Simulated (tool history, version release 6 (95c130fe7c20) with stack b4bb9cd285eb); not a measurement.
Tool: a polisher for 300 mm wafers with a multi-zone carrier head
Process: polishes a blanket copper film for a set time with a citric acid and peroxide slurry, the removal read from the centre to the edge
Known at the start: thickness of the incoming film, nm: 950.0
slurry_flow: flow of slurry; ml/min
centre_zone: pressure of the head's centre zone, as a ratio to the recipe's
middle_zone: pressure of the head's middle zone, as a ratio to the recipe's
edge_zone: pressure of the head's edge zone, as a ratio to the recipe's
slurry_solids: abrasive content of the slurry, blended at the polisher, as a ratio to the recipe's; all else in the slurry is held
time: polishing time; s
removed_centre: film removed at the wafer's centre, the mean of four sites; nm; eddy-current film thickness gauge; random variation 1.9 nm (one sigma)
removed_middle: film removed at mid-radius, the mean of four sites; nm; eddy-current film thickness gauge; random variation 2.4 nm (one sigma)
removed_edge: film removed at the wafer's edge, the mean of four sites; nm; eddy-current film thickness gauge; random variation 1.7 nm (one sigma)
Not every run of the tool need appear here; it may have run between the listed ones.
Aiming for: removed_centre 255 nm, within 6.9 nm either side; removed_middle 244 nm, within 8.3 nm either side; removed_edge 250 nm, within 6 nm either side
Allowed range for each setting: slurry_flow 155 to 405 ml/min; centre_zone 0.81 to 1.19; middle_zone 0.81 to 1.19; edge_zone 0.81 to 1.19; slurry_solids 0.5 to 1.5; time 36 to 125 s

run 1 hour=0 | slurry_flow=260 centre_zone=1 middle_zone=1 edge_zone=1 slurry_solids=1 time=80 | removed_centre=221.9 removed_middle=223.76 removed_edge=217.92
run 2 hour=2.4 | slurry_flow=270 centre_zone=1.01 middle_zone=1 edge_zone=1.02 slurry_solids=1 time=80 | removed_centre=223.54 removed_middle=228.5 removed_edge=223.95
run 3 hour=5.2 | slurry_flow=280 centre_zone=1.03 middle_zone=1 edge_zone=1.03 slurry_solids=1 time=80 | removed_centre=229.81 removed_middle=227.85 removed_edge=227
run 4 hour=11.9 | slurry_flow=280 centre_zone=1.03 middle_zone=1 edge_zone=1.03 slurry_solids=1 time=90 | removed_centre=260.13 removed_middle=253.13 removed_edge=252.53
run 5 hour=13.2 | slurry_flow=280 centre_zone=1.03 middle_zone=1 edge_zone=1.11 slurry_solids=1 time=90 | removed_centre=261.05 removed_middle=258.71 removed_edge=262.23
run 6 hour=17.3 | slurry_flow=280 centre_zone=1.03 middle_zone=1.06 edge_zone=1.11 slurry_solids=1 time=90 | removed_centre=260.47 removed_middle=270.68 removed_edge=262.04
run 7 hour=22.7 | slurry_flow=270 centre_zone=1.03 middle_zone=1.05 edge_zone=1.1 slurry_solids=1 time=90 | removed_centre=257.82 removed_middle=264.37 removed_edge=257.53
run 8 hour=29 | slurry_flow=265 centre_zone=1.03 middle_zone=1.04 edge_zone=1.1 slurry_solids=1 time=90 | removed_centre=256.35 removed_middle=263.42 removed_edge=258.18
run 9 hour=34 | slurry_flow=260 centre_zone=1.03 middle_zone=1.03 edge_zone=1.1 slurry_solids=1 time=90 | removed_centre=254.74 removed_middle=257.25 removed_edge=259.48
run 10 hour=39.9 | slurry_flow=255 centre_zone=1.03 middle_zone=1.03 edge_zone=1.09 slurry_solids=1 time=90 | removed_centre=252.24 removed_middle=255.9 removed_edge=259.36

Which single option among these 5 for the next run brings every result within its allowed miss of target? Just one does.
run A hour=45.8 | slurry_flow=265 centre_zone=1.07 middle_zone=1.01 edge_zone=1.09 slurry_solids=0.95 time=88 | removed_centre=? removed_middle=? removed_edge=?
run B hour=45.8 | slurry_flow=210 centre_zone=1.02 middle_zone=1.06 edge_zone=1.11 slurry_solids=1.2 time=89 | removed_centre=? removed_middle=? removed_edge=?
run C hour=45.8 | slurry_flow=220 centre_zone=0.91 middle_zone=1.01 edge_zone=1.1 slurry_solids=0.95 time=94 | removed_centre=? removed_middle=? removed_edge=?
run D hour=45.8 | slurry_flow=275 centre_zone=0.9 middle_zone=1.05 edge_zone=1.07 slurry_solids=1.05 time=90 | removed_centre=? removed_middle=? removed_edge=?
run E hour=45.8 | slurry_flow=390 centre_zone=0.96 middle_zone=1.13 edge_zone=1.06 slurry_solids=1.05 time=84 | removed_centre=? removed_middle=? removed_edge=?

move=A removed_centre=253.74 removed_middle=248.44 removed_edge=249.35
move=B removed_centre=256.56 removed_middle=271.37 removed_edge=265.75
move=C removed_centre=236.47 removed_middle=258.99 removed_edge=262.62
move=D removed_centre=239.25 removed_middle=271.79 removed_edge=260.93
move=E removed_centre=241.79 removed_middle=279.13 removed_edge=248.35
A: hits every target within its allowed miss
B: the biggest miss grows against the last run
C: the biggest miss grows against the last run
D: the biggest miss grows against the last run
E: brings the last run's worst result on target, with another outside its allowed miss
A meets every target.

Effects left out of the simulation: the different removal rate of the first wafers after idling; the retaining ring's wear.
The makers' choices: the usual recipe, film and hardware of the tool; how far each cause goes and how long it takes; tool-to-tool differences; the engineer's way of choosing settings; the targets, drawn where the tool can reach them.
